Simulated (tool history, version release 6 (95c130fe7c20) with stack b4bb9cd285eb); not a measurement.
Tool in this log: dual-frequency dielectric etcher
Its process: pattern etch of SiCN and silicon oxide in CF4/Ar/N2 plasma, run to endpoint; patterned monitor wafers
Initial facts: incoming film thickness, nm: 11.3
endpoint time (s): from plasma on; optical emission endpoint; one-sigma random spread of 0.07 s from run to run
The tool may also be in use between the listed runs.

| run | hour | source power (kW) | bias power (kW) | Ar flow (sccm) | CF4 flow (sccm) | endpoint time (s) |
|---|---|---|---|---|---|---|
| 1 | 0.0 | 0.430 | 0.057 | 84 | 67 | 13.614 |
| 2 | 6.3 | 0.430 | 0.051 | 84 | 67 | 14.247 |
| 3 | 6.9 | 0.430 | 0.051 | 93 | 67 | 14.438 |
| 4 | 7.5 | 0.450 | 0.051 | 93 | 67 | 13.626 |
| 5 | 13.3 | 0.450 | 0.058 | 93 | 67 | 13.035 |
| 6 | 18.2 | 0.450 | 0.052 | 93 | 67 | 13.656 |

The next listed run, before its measurement:
| 7 | 21.3 | 0.460 | 0.052 | 93 | 67 | ? |

endpoint time (s): 13.271

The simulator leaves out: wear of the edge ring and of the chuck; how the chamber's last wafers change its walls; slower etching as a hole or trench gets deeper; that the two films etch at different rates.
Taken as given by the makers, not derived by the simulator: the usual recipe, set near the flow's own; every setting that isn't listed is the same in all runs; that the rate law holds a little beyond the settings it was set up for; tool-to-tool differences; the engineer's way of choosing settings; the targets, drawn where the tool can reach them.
